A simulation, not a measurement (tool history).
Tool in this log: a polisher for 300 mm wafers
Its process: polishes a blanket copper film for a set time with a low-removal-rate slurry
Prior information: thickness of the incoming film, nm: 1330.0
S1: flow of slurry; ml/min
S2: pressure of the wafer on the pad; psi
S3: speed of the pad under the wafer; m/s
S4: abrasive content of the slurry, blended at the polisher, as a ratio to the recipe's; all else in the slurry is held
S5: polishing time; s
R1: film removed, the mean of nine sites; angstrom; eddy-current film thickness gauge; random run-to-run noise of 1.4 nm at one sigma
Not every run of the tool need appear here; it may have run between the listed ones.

{"run": 1, "day": 0.0, "S1": 180, "S2": 1.8, "S3": 1.1, "S4": 1.0, "S5": 94, "R1": 1807.5}
{"run": 2, "day": 0.321, "S1": 180, "S2": 1.8, "S3": 1.1, "S4": 1.0, "S5": 98, "R1": 1900.5}
{"run": 3, "day": 0.483, "S1": 190, "S2": 1.8, "S3": 1.1, "S4": 1.0, "S5": 98, "R1": 1928.3}
{"run": 4, "day": 0.646, "S1": 200, "S2": 1.8, "S3": 1.1, "S4": 1.0, "S5": 98, "R1": 1942.4}
{"run": 5, "day": 0.738, "S1": 210, "S2": 1.8, "S3": 1.1, "S4": 1.0, "S5": 98, "R1": 1969.9}
{"run": 6, "day": 1.1, "S1": 220, "S2": 1.8, "S3": 1.1, "S4": 1.0, "S5": 98, "R1": 1971.5}
{"run": 7, "day": 1.404, "S1": 220, "S2": 1.8, "S3": 1.1, "S4": 1.0, "S5": 98, "R1": 1973.7}
{"run": 8, "day": 1.462, "S1": 225, "S2": 1.8, "S3": 1.1, "S4": 1.0, "S5": 98, "R1": 1973.1}

What will run 9 give?
{"run": 9, "day": 1.504, "S1": 230, "S2": 1.8, "S3": 1.1, "S4": 1.0, "S5": 98, "R1": "?"}

For run 9 the tool returned R1 1973.6 angstrom.
